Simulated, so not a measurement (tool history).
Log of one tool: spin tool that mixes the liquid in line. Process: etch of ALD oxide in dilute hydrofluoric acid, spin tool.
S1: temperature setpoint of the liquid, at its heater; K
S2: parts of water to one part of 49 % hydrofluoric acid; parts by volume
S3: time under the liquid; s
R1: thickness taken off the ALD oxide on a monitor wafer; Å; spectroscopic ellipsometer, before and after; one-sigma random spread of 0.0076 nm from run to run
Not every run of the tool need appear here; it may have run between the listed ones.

run  hour      S1   S2  S3      R1
  1     0  298.15  230  70  24.778
  2   1.5  294.65  230  70  21.666
  3   3.4  297.65  230  70  24.347
  4   6.4  296.15  230  70  23.044
  5  13.9  298.15  230  70  24.845
  6  22.2  296.65  230  70  23.349

What will run 7 give?
  7  25.1  295.15  230  70   ?

R1: 22.306 Å
